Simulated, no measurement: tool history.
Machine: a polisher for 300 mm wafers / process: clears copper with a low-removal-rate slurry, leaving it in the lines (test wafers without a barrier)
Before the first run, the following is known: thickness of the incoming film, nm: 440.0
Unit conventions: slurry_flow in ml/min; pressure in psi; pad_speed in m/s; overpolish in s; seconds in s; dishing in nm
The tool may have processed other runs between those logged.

| run | hour | slurry_flow | pressure | pad_speed | slurry_solids | overpolish | seconds | dishing |
|---|---|---|---|---|---|---|---|---|
| 1 | 0 | 170 | 2.4 | 1.1 | 1 | 27 | 202.33 | 11.358 |
| 2 | 8.2 | 165 | 2 | 1.08 | 1 | 23 | 239.24 | 11.171 |
| 3 | 12.7 | 165 | 2 | 1.26 | 1 | 23 | 215.97 | 11.471 |
| 4 | 14.3 | 165 | 1.6 | 1.26 | 1 | 23 | 258.1 | 10.661 |
| 5 | 15.5 | 140 | 1.6 | 1.26 | 1 | 23 | 269.2 | 10.656 |
| 6 | 22.8 | 140 | 1.4 | 1.26 | 1 | 23 | 295.02 | 10.215 |
| 7 | 26.8 | 150 | 1.3 | 1.2 | 0.95 | 28 | 336.41 | 10.271 |

Run 8 comes next. What will it give?
| 8 | 31.4 | 150 | 1.3 | 1.2 | 0.95 | 28 | ? | ? |

For run 8 the tool returned seconds 326.69 s, dishing 10.479 nm.
